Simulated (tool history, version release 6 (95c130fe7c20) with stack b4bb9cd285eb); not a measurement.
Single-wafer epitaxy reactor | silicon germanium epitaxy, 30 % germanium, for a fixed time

run,hour,wafer temperature setpoint (pyrometer-controlled) (deg C),chamber pressure (Torr),mean film thickness on the monitor wafer (angstrom)
1,0,610,18.1,659.16
2,8.9,615,18.1,726.92
3,11.3,615,16,692.7
4,18.4,615,18,728.95
5,25,615,16.6,706.55
6,28,615,14.2,667.4

Forecast run 7:
7,31.8,613,14.1,?

mean film thickness on the monitor wafer (angstrom): 641
